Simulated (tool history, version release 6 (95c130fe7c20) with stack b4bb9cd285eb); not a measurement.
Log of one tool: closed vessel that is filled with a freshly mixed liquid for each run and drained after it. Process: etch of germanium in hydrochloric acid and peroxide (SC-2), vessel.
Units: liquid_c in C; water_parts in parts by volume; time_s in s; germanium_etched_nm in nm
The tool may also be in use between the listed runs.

run    day  liquid_c  water_parts  time_s  germanium_etched_nm
  1  0.000      46.0            5     100               325.53
  2  0.038      46.0            5     110               357.62
  3  0.088      46.0            6     110               352.07
  4  0.238      46.5            6     110               364.08
  5  0.362      47.0            6     110               365.98
  6  0.396      47.0            5     110               365.22
  7  0.475      47.0            5     110               359.52

Run 8 comes next. What will it give?
  8  0.779      47.5            5     110                    ?

{"run 8": {"germanium_etched_nm": 374.82}}
